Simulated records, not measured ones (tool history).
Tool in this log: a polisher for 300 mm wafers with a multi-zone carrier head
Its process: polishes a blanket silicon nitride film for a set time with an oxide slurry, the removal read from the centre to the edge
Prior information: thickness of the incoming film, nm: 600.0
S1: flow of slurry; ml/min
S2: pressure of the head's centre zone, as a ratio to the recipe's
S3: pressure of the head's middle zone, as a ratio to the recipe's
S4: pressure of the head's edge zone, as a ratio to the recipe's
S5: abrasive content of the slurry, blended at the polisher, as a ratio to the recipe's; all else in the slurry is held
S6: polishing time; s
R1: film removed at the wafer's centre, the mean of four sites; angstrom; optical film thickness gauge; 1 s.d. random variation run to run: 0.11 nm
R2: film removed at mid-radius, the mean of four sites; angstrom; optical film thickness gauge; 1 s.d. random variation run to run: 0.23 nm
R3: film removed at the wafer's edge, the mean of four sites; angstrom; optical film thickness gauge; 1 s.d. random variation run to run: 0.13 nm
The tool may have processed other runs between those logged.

run    day   S1    S2    S3    S4    S5  S6      R1      R2      R3
  1      0  190     1     1     1     1  66  255.57  263.24  257.09
  2  0.267  180  0.96  1.02  0.97  0.95  66  235.18  257.34  245.98
  3  0.529  180  0.96  0.97  0.97  0.95  66  235.89  248.58  244.22
  4    0.9  180  0.96  0.97  1.03  0.95  66  233.21  249.69  250.18
  5  1.262  170  0.93     1  0.99   0.9  66  217.53  248.53   236.7
  6  1.438  170  0.93     1  1.07   0.9  66  218.28  242.31  246.35
  7  1.688  160  0.91  1.02  1.03   0.9  66  210.28  250.63  239.56
  8  1.925  155  0.89  1.02     1   0.9  66  204.64  247.73  238.01

Run 9 comes next. What will it give?
  9  2.033  150  0.88  1.04  0.97  0.85  66   ?   ?   ?

R1: 196.35 angstrom
R2: 242.31 angstrom
R3: 225.14 angstrom

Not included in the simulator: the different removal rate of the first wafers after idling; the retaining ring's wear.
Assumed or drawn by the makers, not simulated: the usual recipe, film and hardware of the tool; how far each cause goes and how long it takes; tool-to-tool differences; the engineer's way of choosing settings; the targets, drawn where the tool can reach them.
